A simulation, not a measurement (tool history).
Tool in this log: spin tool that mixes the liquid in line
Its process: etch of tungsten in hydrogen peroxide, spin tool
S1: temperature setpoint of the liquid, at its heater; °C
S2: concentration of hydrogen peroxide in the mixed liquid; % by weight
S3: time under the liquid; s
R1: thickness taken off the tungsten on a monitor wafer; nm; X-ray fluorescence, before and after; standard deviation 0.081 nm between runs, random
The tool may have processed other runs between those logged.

{"run": 1, "hour": 0.0, "S1": 51, "S2": 20.5, "S3": 15, "R1": 20.015}
{"run": 2, "hour": 3.8, "S1": 47.5, "S2": 20.5, "S3": 15, "R1": 16.147}
{"run": 3, "hour": 8.6, "S1": 47.5, "S2": 18.5, "S3": 15, "R1": 15.177}
{"run": 4, "hour": 10.0, "S1": 47.5, "S2": 17, "S3": 15, "R1": 14.585}
{"run": 5, "hour": 14.2, "S1": 45, "S2": 17, "S3": 15, "R1": 12.773}
{"run": 6, "hour": 20.0, "S1": 45, "S2": 17, "S3": 15, "R1": 12.396}
{"run": 7, "hour": 28.8, "S1": 37.5, "S2": 17, "S3": 15, "R1": 7.6678}

What will run 8 give?
{"run": 8, "hour": 30.8, "S1": 38, "S2": 17, "S3": 15, "R1": "?"}

Run 8 came out at R1 8.0527 nm.
